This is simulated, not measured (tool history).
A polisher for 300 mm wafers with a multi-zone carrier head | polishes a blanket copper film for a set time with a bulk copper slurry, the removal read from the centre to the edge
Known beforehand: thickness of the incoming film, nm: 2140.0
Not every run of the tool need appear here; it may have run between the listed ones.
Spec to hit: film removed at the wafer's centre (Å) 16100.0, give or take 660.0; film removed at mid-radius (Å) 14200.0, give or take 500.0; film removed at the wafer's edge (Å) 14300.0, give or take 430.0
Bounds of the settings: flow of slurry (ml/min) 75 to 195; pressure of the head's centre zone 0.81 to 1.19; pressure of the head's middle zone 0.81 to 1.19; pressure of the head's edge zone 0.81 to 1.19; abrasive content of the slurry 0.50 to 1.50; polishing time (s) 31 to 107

run,day,flow of slurry (ml/min),pressure of the head's centre zone,pressure of the head's middle zone,pressure of the head's edge zone,abrasive content of the slurry,polishing time (s),film removed at the wafer's centre (Å),film removed at mid-radius (Å),film removed at the wafer's edge (Å)
1,0.000,125,1.00,1.00,1.00,1.00,69,8830.6,8937.3,8674.0
2,0.350,130,1.02,1.00,1.02,1.10,72,9636.8,9507.9,9603.1
3,0.633,130,1.02,0.96,1.02,1.10,72,9568.5,9386.3,9401.6
4,1.004,130,1.02,0.96,1.02,0.90,72,9193.6,8876.2,9224.7
5,1.125,140,1.04,0.98,1.03,1.00,74,10353.0,9803.6,9772.4
6,1.492,140,1.05,0.99,1.05,1.05,76,10673.0,10277.0,10295.0
7,1.600,145,1.07,0.99,1.07,1.10,78,11309.0,10601.0,10615.0
8,1.838,150,1.08,0.99,1.08,1.15,80,11679.0,10799.0,11148.0
9,1.858,150,1.08,0.99,1.08,1.15,80,11891.0,10730.0,11337.0
10,2.054,180,1.17,1.08,1.16,1.40,87,14786.0,13541.0,13438.0

Below are 4 possible settings for the next run. Only one of them brings all results inside the allowed miss of their targets. Which is it?
A,2.250,175,1.09,1.10,1.13,1.40,86,?,?,?
B,2.250,180,1.16,1.04,1.14,1.50,92,?,?,?
C,2.250,185,1.04,1.18,1.17,1.50,81,?,?,?
D,2.250,190,1.19,0.91,1.11,1.45,97,?,?,?

move,film removed at the wafer's centre (Å),film removed at mid-radius (Å),film removed at the wafer's edge (Å)
A,13596.0,13750.0,12848.0
B,15763.0,14266.0,14047.0
C,12501.0,14060.0,12548.0
D,17071.0,13457.0,14621.0
A: further off than the last run
B: every result within its allowed miss
C: further off than the last run
D: puts the biggest miss on target and leaves a different result outside tolerance
The right move is B.
